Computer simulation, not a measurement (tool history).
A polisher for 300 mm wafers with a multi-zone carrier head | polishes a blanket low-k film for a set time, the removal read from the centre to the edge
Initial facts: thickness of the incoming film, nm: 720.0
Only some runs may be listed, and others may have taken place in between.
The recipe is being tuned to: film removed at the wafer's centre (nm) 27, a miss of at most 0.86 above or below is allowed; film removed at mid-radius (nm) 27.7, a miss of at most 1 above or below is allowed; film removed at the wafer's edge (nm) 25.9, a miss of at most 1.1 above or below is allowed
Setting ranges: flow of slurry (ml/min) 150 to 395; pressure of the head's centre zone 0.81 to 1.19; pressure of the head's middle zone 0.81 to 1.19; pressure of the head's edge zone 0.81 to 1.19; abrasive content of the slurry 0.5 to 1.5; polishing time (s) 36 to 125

run,hour,flow of slurry (ml/min),pressure of the head's centre zone,pressure of the head's middle zone,pressure of the head's edge zone,abrasive content of the slurry,polishing time (s),film removed at the wafer's centre (nm),film removed at mid-radius (nm),film removed at the wafer's edge (nm)
1,0,250,1,1,1,1,80,36.199,36.659,34.434
2,3.2,250,1.07,1,1,1,80,38.893,36.137,34.752
3,5.5,245,1.03,0.98,0.97,0.9,80,35.01,33.24,32.309
4,9.3,245,1.01,0.98,0.93,0.85,79,32.907,32.676,30.451
5,17,245,1.01,0.94,0.93,0.85,79,33.333,31.581,30.214
6,19.4,245,1.01,0.94,0.93,1,79,35.47,33.928,33.202
7,24.8,245,0.99,0.93,0.92,0.9,79,33.486,31.852,32.275
8,28.3,235,0.98,0.94,0.9,0.8,79,30.805,30.763,29.089
9,31.9,225,0.97,0.93,0.88,0.75,79,29.717,28.601,27.64
10,39.3,210,0.96,0.94,0.87,0.75,79,28.648,28.62,28.021
11,44.8,210,0.96,0.95,0.86,0.7,79,27.774,27.912,26.862
12,46.4,210,0.96,0.96,0.85,0.7,79,28.255,28.3,26.548
13,48.6,205,0.96,0.96,0.84,0.7,79,27.532,28.127,26.53
14,55.4,205,0.96,0.96,0.84,0.7,79,27.671,28.545,26.765

Exactly one of the 4 candidate moves below puts every result within its allowed miss. Which one?
A,62.2,150,0.98,0.91,0.91,0.9,76,?,?,?
B,62.2,150,0.9,0.89,0.88,0.75,85,?,?,?
C,62.2,180,0.92,0.91,0.86,0.8,80,?,?,?
D,62.2,240,0.93,0.94,0.81,0.75,75,?,?,?

move,film removed at the wafer's centre (nm),film removed at mid-radius (nm),film removed at the wafer's edge (nm)
A,28.703,27.744,28.734
B,26.985,27.926,29.15
C,28.011,28.72,28.917
D,27.077,28.043,26.687
A: puts the biggest miss on target and leaves a different result outside tolerance
B: puts the biggest miss on target and leaves a different result outside tolerance
C: the biggest miss grows against the last run
D: every result lands within tolerance
So the answer is move D, the one that meets all the targets.
